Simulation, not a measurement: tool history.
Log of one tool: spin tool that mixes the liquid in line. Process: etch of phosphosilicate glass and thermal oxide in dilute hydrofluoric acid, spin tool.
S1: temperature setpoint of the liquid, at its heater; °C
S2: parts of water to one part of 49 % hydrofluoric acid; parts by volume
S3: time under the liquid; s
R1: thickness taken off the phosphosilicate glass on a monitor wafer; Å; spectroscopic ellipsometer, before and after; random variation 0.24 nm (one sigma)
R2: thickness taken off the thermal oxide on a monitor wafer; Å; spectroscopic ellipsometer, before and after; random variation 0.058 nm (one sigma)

run 1 day=0 | S1=25 S2=200 S3=30 | R1=131.17 R2=6.5964
run 2 day=0.271 | S1=25 S2=130 S3=30 | R1=221.54 R2=11.24
run 3 day=0.383 | S1=25 S2=80 S3=30 | R1=375.6 R2=19.977
run 4 day=0.521 | S1=27 S2=80 S3=30 | R1=408.99 R2=19.505
run 5 day=0.65 | S1=26.5 S2=80 S3=30 | R1=397.82 R2=18.672
run 6 day=0.875 | S1=26 S2=80 S3=30 | R1=393.04 R2=18.963
run 7 day=1.117 | S1=25.5 S2=80 S3=30 | R1=388.09 R2=17.874

Run 8 comes next. What will it give?
run 8 day=1.454 | S1=21.5 S2=105 S3=30 | R1=? R2=?

R1: 242.62 Å
R2: 12.308 Å

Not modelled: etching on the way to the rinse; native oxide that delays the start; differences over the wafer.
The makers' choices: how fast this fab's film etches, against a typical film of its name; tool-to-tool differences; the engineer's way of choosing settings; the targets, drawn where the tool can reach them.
